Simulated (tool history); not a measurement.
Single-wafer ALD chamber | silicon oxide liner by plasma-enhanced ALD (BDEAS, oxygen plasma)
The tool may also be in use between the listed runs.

| run | hour | heater temperature setpoint (K) | number of ALD cycles (cycles) | mean film thickness on the monitor wafer (nm) |
|---|---|---|---|---|
| 1 | 0 | 588.15 | 64 | 5.6433 |
| 2 | 5 | 588.15 | 66 | 5.8244 |
| 3 | 8.8 | 588.15 | 67 | 5.9083 |
| 4 | 13.7 | 588.15 | 59 | 5.1964 |
| 5 | 15.6 | 588.15 | 64 | 5.6446 |
| 6 | 17.5 | 588.15 | 66 | 5.849 |

The next listed run, before its measurement:
| 7 | 23.5 | 588.15 | 67 | ? |

Run 7 gave mean film thickness on the monitor wafer (nm) 5.9163.
